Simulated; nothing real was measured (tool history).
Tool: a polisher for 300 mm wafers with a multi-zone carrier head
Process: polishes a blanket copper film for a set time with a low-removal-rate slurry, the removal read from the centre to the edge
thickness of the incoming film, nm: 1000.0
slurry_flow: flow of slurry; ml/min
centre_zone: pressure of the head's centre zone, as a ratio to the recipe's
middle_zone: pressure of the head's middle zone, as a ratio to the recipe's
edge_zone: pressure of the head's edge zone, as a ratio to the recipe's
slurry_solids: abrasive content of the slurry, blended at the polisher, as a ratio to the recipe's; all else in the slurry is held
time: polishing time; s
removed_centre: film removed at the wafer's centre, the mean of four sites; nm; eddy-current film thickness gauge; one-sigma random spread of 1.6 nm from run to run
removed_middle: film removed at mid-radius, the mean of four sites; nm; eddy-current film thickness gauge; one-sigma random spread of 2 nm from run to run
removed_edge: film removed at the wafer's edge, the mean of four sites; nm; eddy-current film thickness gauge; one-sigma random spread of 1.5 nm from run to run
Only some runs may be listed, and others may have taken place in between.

run	day	slurry_flow	centre_zone	middle_zone	edge_zone	slurry_solids	time	removed_centre	removed_middle	removed_edge
1	0.000	310	1.00	1.00	1.00	1.00	37	93.615	94.765	94.165
2	0.317	310	0.99	1.04	1.01	1.15	38	97.115	100.360	103.140
3	0.408	310	0.99	1.04	1.01	1.25	38	99.583	105.970	102.830
4	0.738	315	0.98	1.08	1.00	1.30	39	101.630	112.430	107.330
5	1.058	315	0.98	1.08	1.00	1.40	39	104.290	113.320	107.440
6	1.100	315	0.97	1.11	1.00	1.45	40	105.600	123.240	109.850
7	1.304	315	0.97	1.12	1.02	1.45	41	107.410	125.880	116.710

Run 8 comes next. What will it give?
8	1.675	315	0.97	1.13	1.02	1.45	41	?	?	?

{"run 8": {"removed_centre": 108.59, "removed_middle": 125.29, "removed_edge": 114.84}}
